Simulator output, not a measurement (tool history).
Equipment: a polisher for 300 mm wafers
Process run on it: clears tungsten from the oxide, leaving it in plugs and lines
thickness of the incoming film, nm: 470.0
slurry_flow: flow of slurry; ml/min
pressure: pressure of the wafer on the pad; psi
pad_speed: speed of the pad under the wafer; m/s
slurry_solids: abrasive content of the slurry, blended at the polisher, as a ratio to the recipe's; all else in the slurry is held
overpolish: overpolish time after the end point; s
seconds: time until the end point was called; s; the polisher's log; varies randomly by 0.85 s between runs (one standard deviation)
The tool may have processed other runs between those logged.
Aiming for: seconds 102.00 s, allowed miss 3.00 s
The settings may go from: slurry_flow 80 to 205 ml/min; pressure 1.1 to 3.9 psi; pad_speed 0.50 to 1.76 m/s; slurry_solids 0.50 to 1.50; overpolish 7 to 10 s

| run | hour | slurry_flow | pressure | pad_speed | slurry_solids | overpolish | seconds |
|---|---|---|---|---|---|---|---|
| 1 | 0.0 | 135 | 2.5 | 1.12 | 1.00 | 10 | 139.78 |
| 2 | 2.8 | 140 | 2.6 | 1.12 | 1.00 | 10 | 133.27 |
| 3 | 5.1 | 140 | 2.6 | 1.12 | 1.15 | 10 | 129.76 |
| 4 | 6.7 | 140 | 2.6 | 1.12 | 1.15 | 10 | 128.58 |
| 5 | 14.4 | 140 | 2.4 | 1.12 | 1.15 | 10 | 140.73 |
| 6 | 21.6 | 140 | 2.4 | 1.12 | 1.15 | 7 | 141.52 |
| 7 | 28.4 | 145 | 2.5 | 1.12 | 1.15 | 7 | 131.36 |
| 8 | 29.4 | 155 | 2.6 | 1.12 | 1.15 | 7 | 125.13 |
| 9 | 35.7 | 160 | 2.7 | 1.12 | 1.15 | 7 | 121.78 |
| 10 | 39.8 | 160 | 2.8 | 1.12 | 1.15 | 7 | 116.80 |
| 11 | 42.8 | 165 | 2.9 | 1.12 | 1.15 | 7 | 113.69 |
| 12 | 51.4 | 165 | 3.0 | 1.12 | 1.15 | 7 | 109.00 |

Which of these 4 next moves meets every target?
| A | 60.0 | 150 | 3.2 | 0.94 | 1.20 | 7 | ? |
| B | 60.0 | 170 | 2.6 | 1.20 | 1.50 | 10 | ? |
| C | 60.0 | 205 | 3.2 | 1.00 | 1.50 | 10 | ? |
| D | 60.0 | 165 | 2.7 | 1.10 | 1.30 | 10 | ? |

| move | seconds |
|---|---|
| A | 118.04 |
| B | 109.33 |
| C | 100.98 |
| D | 118.08 |
A: the biggest miss grows against the last run
B: neither nearer nor further off than the last run
C: in spec on every target
D: the biggest miss grows against the last run
Move C is the one to make.
